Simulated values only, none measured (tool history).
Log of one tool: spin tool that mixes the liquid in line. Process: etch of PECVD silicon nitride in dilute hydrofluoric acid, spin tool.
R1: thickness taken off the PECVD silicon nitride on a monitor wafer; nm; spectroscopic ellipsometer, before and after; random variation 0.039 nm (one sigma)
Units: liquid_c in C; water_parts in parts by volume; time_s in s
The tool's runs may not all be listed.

run 1 hour=0.0 | liquid_c=23.0 water_parts=45 time_s=80 | R1=9.2846
run 2 hour=3.9 | liquid_c=23.0 water_parts=40 time_s=80 | R1=10.4580
run 3 hour=8.2 | liquid_c=23.0 water_parts=40 time_s=80 | R1=10.3730
run 4 hour=15.0 | liquid_c=21.5 water_parts=45 time_s=80 | R1=8.3861
run 5 hour=18.0 | liquid_c=20.5 water_parts=45 time_s=80 | R1=7.8501
run 6 hour=24.4 | liquid_c=20.5 water_parts=60 time_s=80 | R1=5.9230

Run 7 comes next. What will it give?
run 7 hour=32.4 | liquid_c=20.0 water_parts=60 time_s=80 | R1=?

{"run 7": {"R1": 5.6868}}
